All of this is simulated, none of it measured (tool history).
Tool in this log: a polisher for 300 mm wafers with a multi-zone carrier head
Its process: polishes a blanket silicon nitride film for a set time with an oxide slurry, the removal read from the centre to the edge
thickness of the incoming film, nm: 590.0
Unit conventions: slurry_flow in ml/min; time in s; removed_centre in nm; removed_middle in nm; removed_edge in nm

{"run": 1, "hour": 0.0, "slurry_flow": 240, "centre_zone": 1, "middle_zone": 1, "edge_zone": 1, "slurry_solids": 1, "time": 33, "removed_centre": 11.497, "removed_middle": 10.994, "removed_edge": 11.475}
{"run": 2, "hour": 1.8, "slurry_flow": 245, "centre_zone": 1.01, "middle_zone": 1.03, "edge_zone": 1.03, "slurry_solids": 1.1, "time": 34, "removed_centre": 12.335, "removed_middle": 11.97, "removed_edge": 12.522}
{"run": 3, "hour": 10.1, "slurry_flow": 245, "centre_zone": 1.01, "middle_zone": 1.03, "edge_zone": 1.03, "slurry_solids": 1.1, "time": 30, "removed_centre": 10.842, "removed_middle": 10.377, "removed_edge": 10.719}
{"run": 4, "hour": 17.7, "slurry_flow": 250, "centre_zone": 1.01, "middle_zone": 1.05, "edge_zone": 1.04, "slurry_solids": 1.2, "time": 32, "removed_centre": 12.029, "removed_middle": 11.842, "removed_edge": 12.114}
{"run": 5, "hour": 25.2, "slurry_flow": 255, "centre_zone": 1.02, "middle_zone": 1.07, "edge_zone": 1.05, "slurry_solids": 1.25, "time": 33, "removed_centre": 12.606, "removed_middle": 12.58, "removed_edge": 12.887}
{"run": 6, "hour": 29.2, "slurry_flow": 255, "centre_zone": 1.09, "middle_zone": 1.07, "edge_zone": 1.05, "slurry_solids": 1.25, "time": 33, "removed_centre": 13.454, "removed_middle": 12.448, "removed_edge": 12.818}
{"run": 7, "hour": 36.0, "slurry_flow": 260, "centre_zone": 1.09, "middle_zone": 1.09, "edge_zone": 1.06, "slurry_solids": 1.3, "time": 34, "removed_centre": 14.139, "removed_middle": 13.169, "removed_edge": 13.372}
{"run": 8, "hour": 37.5, "slurry_flow": 265, "centre_zone": 1.08, "middle_zone": 1.11, "edge_zone": 1.07, "slurry_solids": 1.35, "time": 35, "removed_centre": 14.814, "removed_middle": 14.14, "removed_edge": 13.938}
{"run": 9, "hour": 39.6, "slurry_flow": 265, "centre_zone": 1.08, "middle_zone": 1.11, "edge_zone": 1.07, "slurry_solids": 1.35, "time": 35, "removed_centre": 14.467, "removed_middle": 13.808, "removed_edge": 13.995}
{"run": 10, "hour": 42.6, "slurry_flow": 265, "centre_zone": 1.07, "middle_zone": 1.12, "edge_zone": 1.07, "slurry_solids": 1.4, "time": 36, "removed_centre": 14.964, "removed_middle": 14.8, "removed_edge": 14.344}
{"run": 11, "hour": 49.9, "slurry_flow": 270, "centre_zone": 1.06, "middle_zone": 1.13, "edge_zone": 1.09, "slurry_solids": 1.4, "time": 37, "removed_centre": 15.277, "removed_middle": 15.289, "removed_edge": 15.196}
{"run": 12, "hour": 52.6, "slurry_flow": 270, "centre_zone": 1.06, "middle_zone": 1.13, "edge_zone": 1.09, "slurry_solids": 1.4, "time": 37, "removed_centre": 15.343, "removed_middle": 15.124, "removed_edge": 15.152}
{"run": 13, "hour": 53.8, "slurry_flow": 270, "centre_zone": 1.05, "middle_zone": 1.14, "edge_zone": 1.1, "slurry_solids": 1.4, "time": 38, "removed_centre": 15.676, "removed_middle": 16.133, "removed_edge": 15.623}
{"run": 14, "hour": 54.5, "slurry_flow": 275, "centre_zone": 1.05, "middle_zone": 1.15, "edge_zone": 1.12, "slurry_solids": 1.4, "time": 38, "removed_centre": 15.838, "removed_middle": 15.767, "removed_edge": 15.646}

What will run 15 give?
{"hour": 61.0, "done": "worn pad replaced by a new one"}
{"run": 15, "hour": 61.0, "slurry_flow": 275, "centre_zone": 1.04, "middle_zone": 1.15, "edge_zone": 1.12, "slurry_solids": 1.4, "time": 38, "removed_centre": "?", "removed_middle": "?", "removed_edge": "?"}

removed_centre: 17.734 nm
removed_middle: 18.332 nm
removed_edge: 17.929 nm
